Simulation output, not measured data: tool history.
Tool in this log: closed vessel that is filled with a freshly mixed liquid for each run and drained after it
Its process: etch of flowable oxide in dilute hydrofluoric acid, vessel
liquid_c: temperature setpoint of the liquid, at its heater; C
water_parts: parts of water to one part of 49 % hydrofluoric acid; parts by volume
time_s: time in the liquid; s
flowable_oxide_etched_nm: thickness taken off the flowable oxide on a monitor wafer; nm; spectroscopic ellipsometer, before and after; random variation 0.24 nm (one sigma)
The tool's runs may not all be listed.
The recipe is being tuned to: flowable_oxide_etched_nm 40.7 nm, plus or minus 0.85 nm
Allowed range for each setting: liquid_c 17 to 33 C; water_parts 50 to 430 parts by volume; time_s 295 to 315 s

run  hour  liquid_c  water_parts  time_s  flowable_oxide_etched_nm
  1     0        25          240     295                    51.799
  2   5.2        24          240     295                    49.996
  3   9.5        23          240     295                    48.477
  4  13.3      24.5          240     295                     51.38
  5  18.3      22.5          240     295                    47.655
  6  27.4      22.5          240     295                     47.25
  7  33.3        22          240     295                    47.027
  8  40.7        22          240     295                    46.947
  9  49.1        21          240     295                     44.75
 10  52.5      20.5          240     295                    43.953

Exercise: of the 5 proposed moves below, exactly one satisfies all targets within the stated allowed misses. Which move is it?
  A  55.9      20.5          275     305                         ?
  B  55.9        20          265     295                         ?
  C  55.9      20.5          255     305                         ?
  D  55.9      18.5          240     295                         ?
  E  55.9        22          280     295                         ?

move  flowable_oxide_etched_nm
   A                    38.594
   B                     38.38
   C                    42.404
   D                    40.969
   E                    38.539
A: moves the result that the last run missed by most past its target, out the other side
B: moves the result that the last run missed by most past its target, out the other side
C: moves toward the targets from the last run without getting all of them in spec
D: each result inside its tolerance
E: moves the result that the last run missed by most past its target, out the other side
Go with D: it meets all targets.
